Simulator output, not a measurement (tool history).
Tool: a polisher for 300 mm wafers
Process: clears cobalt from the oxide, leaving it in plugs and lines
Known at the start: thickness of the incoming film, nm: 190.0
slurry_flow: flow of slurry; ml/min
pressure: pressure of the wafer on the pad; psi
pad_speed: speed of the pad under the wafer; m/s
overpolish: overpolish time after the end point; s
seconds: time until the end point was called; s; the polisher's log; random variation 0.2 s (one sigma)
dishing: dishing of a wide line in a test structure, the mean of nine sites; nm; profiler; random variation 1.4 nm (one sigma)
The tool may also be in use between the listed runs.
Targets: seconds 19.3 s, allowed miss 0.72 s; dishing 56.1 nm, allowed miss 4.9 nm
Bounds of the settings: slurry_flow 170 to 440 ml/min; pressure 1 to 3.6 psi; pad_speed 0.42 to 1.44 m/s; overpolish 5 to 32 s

{"run": 1, "hour": 0.0, "slurry_flow": 280, "pressure": 2.3, "pad_speed": 0.92, "overpolish": 16, "seconds": 31.468, "dishing": 47.705}
{"run": 2, "hour": 3.6, "slurry_flow": 280, "pressure": 2.3, "pad_speed": 0.92, "overpolish": 20, "seconds": 32.111, "dishing": 50.55}
{"run": 3, "hour": 11.3, "slurry_flow": 280, "pressure": 2.8, "pad_speed": 0.92, "overpolish": 20, "seconds": 26.426, "dishing": 53.663}
{"run": 4, "hour": 12.7, "slurry_flow": 280, "pressure": 2.8, "pad_speed": 0.92, "overpolish": 14, "seconds": 26.135, "dishing": 47.979}
{"run": 5, "hour": 17.4, "slurry_flow": 280, "pressure": 2.9, "pad_speed": 0.92, "overpolish": 14, "seconds": 25.429, "dishing": 50.648}
{"run": 6, "hour": 22.1, "slurry_flow": 280, "pressure": 2.9, "pad_speed": 0.92, "overpolish": 18, "seconds": 25.558, "dishing": 52.631}
{"run": 7, "hour": 26.9, "slurry_flow": 280, "pressure": 3, "pad_speed": 0.92, "overpolish": 18, "seconds": 24.415, "dishing": 53.817}
{"run": 8, "hour": 31.9, "slurry_flow": 280, "pressure": 3.1, "pad_speed": 0.92, "overpolish": 18, "seconds": 23.827, "dishing": 53.192}
{"run": 9, "hour": 39.8, "slurry_flow": 280, "pressure": 3.2, "pad_speed": 0.92, "overpolish": 18, "seconds": 23.05, "dishing": 56.101}
{"run": 10, "hour": 46.3, "slurry_flow": 280, "pressure": 3.3, "pad_speed": 0.92, "overpolish": 17, "seconds": 22.278, "dishing": 53.193}
{"run": 11, "hour": 50.1, "slurry_flow": 280, "pressure": 3.5, "pad_speed": 0.94, "overpolish": 17, "seconds": 20.605, "dishing": 55.497}

5 next moves are on the table. One of them brings every result within its allowed miss. Which?
{"run": "A", "hour": 53.9, "slurry_flow": 245, "pressure": 3.6, "pad_speed": 0.98, "overpolish": 18, "seconds": "?", "dishing": "?"}
{"run": "B", "hour": 53.9, "slurry_flow": 275, "pressure": 3.4, "pad_speed": 0.82, "overpolish": 17, "seconds": "?", "dishing": "?"}
{"run": "C", "hour": 53.9, "slurry_flow": 255, "pressure": 3.5, "pad_speed": 0.94, "overpolish": 29, "seconds": "?", "dishing": "?"}
{"run": "D", "hour": 53.9, "slurry_flow": 305, "pressure": 3.6, "pad_speed": 0.86, "overpolish": 30, "seconds": "?", "dishing": "?"}
{"run": "E", "hour": 53.9, "slurry_flow": 245, "pressure": 3.4, "pad_speed": 0.92, "overpolish": 18, "seconds": "?", "dishing": "?"}

move=A seconds=19.719 dishing=55.811
move=B seconds=24.46 dishing=52.855
move=C seconds=21.007 dishing=58.127
move=D seconds=21.856 dishing=58.143
move=E seconds=22.175 dishing=54.713
A: meets every target
B: further off than the last run
C: further off than the last run
D: further off than the last run
E: further off than the last run
Answer: A
